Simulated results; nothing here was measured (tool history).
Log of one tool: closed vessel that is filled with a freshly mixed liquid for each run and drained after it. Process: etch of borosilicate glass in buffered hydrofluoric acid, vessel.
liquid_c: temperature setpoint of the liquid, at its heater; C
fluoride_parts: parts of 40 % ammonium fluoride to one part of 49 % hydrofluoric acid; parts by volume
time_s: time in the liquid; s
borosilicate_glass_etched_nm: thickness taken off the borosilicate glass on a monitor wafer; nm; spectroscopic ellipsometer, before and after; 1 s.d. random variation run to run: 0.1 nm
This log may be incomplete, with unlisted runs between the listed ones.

run  hour  liquid_c  fluoride_parts  time_s  borosilicate_glass_etched_nm
  1   0.0      23.0            18.0      35                        17.883
  2   7.1      23.0            18.0      35                        17.904
  3   9.9      24.5            17.5      35                        20.000
  4  15.3      25.5            17.0      35                        21.581
  5  16.3      28.0            17.0      35                        24.768
  6  20.9      28.0            20.0      35                        20.994
  7  21.9      31.0            15.0      35                        32.811
  8  29.4      30.5            15.0      35                        32.010
     34.3  -- thermometer replaced
  9  34.3      30.0            15.0      35                        34.568
 10  39.3      29.5            15.0      35                        33.873

Run 11 is up next; what results do you expect?
 11  45.6      29.0            15.0      35                             ?

Run 11 measured borosilicate_glass_etched_nm 33.033 nm.
